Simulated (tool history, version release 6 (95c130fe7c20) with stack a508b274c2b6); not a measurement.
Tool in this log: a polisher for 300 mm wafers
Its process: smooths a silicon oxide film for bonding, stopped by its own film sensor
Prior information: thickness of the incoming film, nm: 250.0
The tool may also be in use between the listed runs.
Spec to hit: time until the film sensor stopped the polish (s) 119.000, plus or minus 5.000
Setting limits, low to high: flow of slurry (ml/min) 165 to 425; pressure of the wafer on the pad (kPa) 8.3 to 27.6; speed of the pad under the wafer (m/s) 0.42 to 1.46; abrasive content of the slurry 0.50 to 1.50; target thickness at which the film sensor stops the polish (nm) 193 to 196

run,hour,flow of slurry (ml/min),pressure of the wafer on the pad (kPa),speed of the pad under the wafer (m/s),abrasive content of the slurry,target thickness at which the film sensor stops the polish (nm),time until the film sensor stopped the polish (s)
1,0.0,275,17.9,0.94,1.00,196,88.615
2,8.2,275,15.9,0.94,1.00,196,99.901
3,10.0,275,15.2,0.94,1.00,196,103.050
4,14.3,275,15.2,1.04,1.00,196,97.824
5,20.2,230,15.2,1.04,1.00,196,100.050
6,24.9,230,11.7,1.04,1.00,196,129.050
7,28.0,235,11.7,1.04,1.00,196,128.080
8,30.1,240,11.7,1.04,1.00,196,123.530
9,32.6,245,11.7,1.04,1.00,196,126.690

Next run, 4 choices. One meets every target within its allowed miss, the rest don't. Which?
A,35.1,265,11.7,0.96,1.05,196,?
B,35.1,230,13.8,1.10,0.85,193,?
C,35.1,240,11.7,1.06,0.95,194,?
D,35.1,200,15.2,0.80,0.80,196,?

move,time until the film sensor stopped the polish (s)
A,130.020
B,118.680
C,133.090
D,129.710
A: misses by more than the last run did
B: every result within its allowed miss
C: misses by more than the last run did
D: misses by more than the last run did
B meets every target.

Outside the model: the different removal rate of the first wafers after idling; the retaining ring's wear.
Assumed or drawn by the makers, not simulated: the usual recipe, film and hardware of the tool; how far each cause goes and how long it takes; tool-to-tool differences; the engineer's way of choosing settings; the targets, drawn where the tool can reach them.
